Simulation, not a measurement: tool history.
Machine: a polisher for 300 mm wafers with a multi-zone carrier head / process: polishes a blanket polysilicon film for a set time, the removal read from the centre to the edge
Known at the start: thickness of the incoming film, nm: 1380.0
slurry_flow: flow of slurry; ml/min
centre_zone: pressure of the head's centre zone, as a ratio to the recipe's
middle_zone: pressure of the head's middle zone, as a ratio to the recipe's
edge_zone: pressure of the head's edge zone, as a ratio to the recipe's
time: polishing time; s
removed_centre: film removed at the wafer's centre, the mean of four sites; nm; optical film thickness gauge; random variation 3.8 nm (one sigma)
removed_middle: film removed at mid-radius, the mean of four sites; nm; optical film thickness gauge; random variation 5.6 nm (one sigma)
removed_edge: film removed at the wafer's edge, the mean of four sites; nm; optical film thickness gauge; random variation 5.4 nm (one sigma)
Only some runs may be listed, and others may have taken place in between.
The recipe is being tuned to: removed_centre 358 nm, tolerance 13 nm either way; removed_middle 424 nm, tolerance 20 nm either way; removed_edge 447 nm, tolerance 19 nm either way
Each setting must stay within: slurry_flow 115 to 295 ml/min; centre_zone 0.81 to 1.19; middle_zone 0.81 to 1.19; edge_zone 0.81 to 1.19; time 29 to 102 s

{"run": 1, "hour": 0.0, "slurry_flow": 190, "centre_zone": 1, "middle_zone": 1, "edge_zone": 1, "time": 65, "removed_centre": 480.83, "removed_middle": 483.46, "removed_edge": 485.63}
{"run": 2, "hour": 7.0, "slurry_flow": 190, "centre_zone": 1, "middle_zone": 1, "edge_zone": 1, "time": 58, "removed_centre": 429.58, "removed_middle": 421.19, "removed_edge": 428.64}
{"run": 3, "hour": 15.3, "slurry_flow": 185, "centre_zone": 0.98, "middle_zone": 1, "edge_zone": 1.01, "time": 58, "removed_centre": 414.79, "removed_middle": 422.46, "removed_edge": 429.53}
{"run": 4, "hour": 22.6, "slurry_flow": 185, "centre_zone": 0.98, "middle_zone": 1, "edge_zone": 1.01, "time": 66, "removed_centre": 470.91, "removed_middle": 482.85, "removed_edge": 485.27}
{"run": 5, "hour": 23.3, "slurry_flow": 185, "centre_zone": 1.03, "middle_zone": 1, "edge_zone": 1.01, "time": 66, "removed_centre": 508.55, "removed_middle": 478.79, "removed_edge": 494.48}
{"run": 6, "hour": 26.6, "slurry_flow": 180, "centre_zone": 1.01, "middle_zone": 0.99, "edge_zone": 1.01, "time": 66, "removed_centre": 489.84, "removed_middle": 485.97, "removed_edge": 485.97}
{"run": 7, "hour": 35.6, "slurry_flow": 180, "centre_zone": 0.99, "middle_zone": 0.98, "edge_zone": 1.02, "time": 65, "removed_centre": 469.01, "removed_middle": 463.2, "removed_edge": 487.45}
{"run": 8, "hour": 44.3, "slurry_flow": 175, "centre_zone": 0.97, "middle_zone": 0.98, "edge_zone": 1.02, "time": 65, "removed_centre": 459.17, "removed_middle": 462.67, "removed_edge": 486.84}
{"run": 9, "hour": 45.5, "slurry_flow": 145, "centre_zone": 0.87, "middle_zone": 0.97, "edge_zone": 1.01, "time": 59, "removed_centre": 351.09, "removed_middle": 419.73, "removed_edge": 428.33}
{"run": 10, "hour": 50.4, "slurry_flow": 155, "centre_zone": 0.87, "middle_zone": 0.96, "edge_zone": 1.06, "time": 60, "removed_centre": 369.02, "removed_middle": 414.23, "removed_edge": 435.9}

Which of these 5 next moves meets every target?
{"run": "A", "hour": 55.3, "slurry_flow": 215, "centre_zone": 0.89, "middle_zone": 1, "edge_zone": 0.98, "time": 58, "removed_centre": "?", "removed_middle": "?", "removed_edge": "?"}
{"run": "B", "hour": 55.3, "slurry_flow": 170, "centre_zone": 1.02, "middle_zone": 0.95, "edge_zone": 1.08, "time": 55, "removed_centre": "?", "removed_middle": "?", "removed_edge": "?"}
{"run": "C", "hour": 55.3, "slurry_flow": 155, "centre_zone": 0.9, "middle_zone": 0.97, "edge_zone": 1.04, "time": 60, "removed_centre": "?", "removed_middle": "?", "removed_edge": "?"}
{"run": "D", "hour": 55.3, "slurry_flow": 150, "centre_zone": 0.93, "middle_zone": 0.88, "edge_zone": 1.16, "time": 58, "removed_centre": "?", "removed_middle": "?", "removed_edge": "?"}
{"run": "E", "hour": 55.3, "slurry_flow": 150, "centre_zone": 0.85, "middle_zone": 1, "edge_zone": 1.07, "time": 60, "removed_centre": "?", "removed_middle": "?", "removed_edge": "?"}

move=A removed_centre=390.46 removed_middle=440.97 removed_edge=434.28
move=B removed_centre=408.29 removed_middle=392.75 removed_edge=421.04
move=C removed_centre=385.55 removed_middle=426.47 removed_edge=445.47
move=D removed_centre=382.43 removed_middle=389.85 removed_edge=453.42
move=E removed_centre=361.5 removed_middle=430.8 removed_edge=449.72
A: moves away from the targets compared with the last run
B: moves away from the targets compared with the last run
C: moves away from the targets compared with the last run
D: moves away from the targets compared with the last run
E: meets every target
Answer: E

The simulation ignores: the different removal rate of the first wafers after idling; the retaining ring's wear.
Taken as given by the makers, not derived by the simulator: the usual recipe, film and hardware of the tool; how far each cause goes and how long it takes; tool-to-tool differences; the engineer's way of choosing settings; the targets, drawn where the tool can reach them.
